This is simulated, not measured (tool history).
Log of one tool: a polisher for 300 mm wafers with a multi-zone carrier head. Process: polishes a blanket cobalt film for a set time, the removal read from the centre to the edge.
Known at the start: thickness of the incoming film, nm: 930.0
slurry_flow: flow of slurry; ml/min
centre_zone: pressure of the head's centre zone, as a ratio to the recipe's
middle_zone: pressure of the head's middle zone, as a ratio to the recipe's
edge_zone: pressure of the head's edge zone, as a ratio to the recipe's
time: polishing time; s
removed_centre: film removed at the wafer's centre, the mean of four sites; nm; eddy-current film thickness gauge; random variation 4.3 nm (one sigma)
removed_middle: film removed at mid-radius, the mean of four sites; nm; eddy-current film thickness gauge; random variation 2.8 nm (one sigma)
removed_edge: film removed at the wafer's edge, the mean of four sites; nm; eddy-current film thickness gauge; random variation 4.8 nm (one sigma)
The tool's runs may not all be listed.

run,day,slurry_flow,centre_zone,middle_zone,edge_zone,time,removed_centre,removed_middle,removed_edge
1,0,210,1,1,1,63,261.67,256.57,265.87
2,0.3,220,1.02,1.02,1.01,66,284.82,275.88,276.46
3,0.471,220,1.03,1.03,1.02,69,300.6,291.51,290.68
4,0.579,220,1.03,1.03,1.09,69,302.01,291.39,299.94
5,0.758,220,1.03,1.03,1.09,56,242.04,235.08,245.68
6,0.833,220,1.03,0.99,1.09,56,241.16,226.33,244.99
7,1.004,225,1.04,1.01,1.1,60,266.43,247.27,262.71

Run 8 comes next. What will it give?
8,1.1,230,1.05,1.03,1.11,64,?,?,?

removed_centre: 288.48 nm
removed_middle: 272.98 nm
removed_edge: 285.36 nm
